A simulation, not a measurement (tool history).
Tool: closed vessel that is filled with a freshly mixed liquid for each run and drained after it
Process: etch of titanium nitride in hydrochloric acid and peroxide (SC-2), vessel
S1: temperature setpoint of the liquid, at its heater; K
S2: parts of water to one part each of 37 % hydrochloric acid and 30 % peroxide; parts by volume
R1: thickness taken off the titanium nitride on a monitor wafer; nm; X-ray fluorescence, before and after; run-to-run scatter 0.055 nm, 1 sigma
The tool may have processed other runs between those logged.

{"run": 1, "hour": 0.0, "S1": 327.15, "S2": 7, "time in the liquid (s)": 145, "R1": 8.2308}
{"run": 2, "hour": 7.0, "S1": 326.15, "S2": 7, "time in the liquid (s)": 145, "R1": 7.4892}
{"run": 3, "hour": 12.3, "S1": 325.65, "S2": 7, "time in the liquid (s)": 145, "R1": 7.4514}
{"run": 4, "hour": 20.7, "S1": 325.15, "S2": 7, "time in the liquid (s)": 145, "R1": 7.1423}
{"run": 5, "hour": 23.5, "S1": 325.15, "S2": 7, "time in the liquid (s)": 145, "R1": 7.1296}
{"run": 6, "hour": 29.1, "S1": 325.15, "S2": 7, "time in the liquid (s)": 155, "R1": 7.7095}
{"run": 7, "hour": 31.5, "S1": 324.65, "S2": 7, "time in the liquid (s)": 155, "R1": 7.3227}
{"run": 8, "hour": 33.2, "S1": 324.15, "S2": 7, "time in the liquid (s)": 155, "R1": 6.9769}
{"run": 9, "hour": 37.5, "S1": 323.65, "S2": 7, "time in the liquid (s)": 155, "R1": 6.9052}

Run 10 comes next. What will it give?
{"run": 10, "hour": 41.8, "S1": 323.15, "S2": 7, "time in the liquid (s)": 155, "R1": "?"}

Run 10 came out at R1 6.6156 nm.
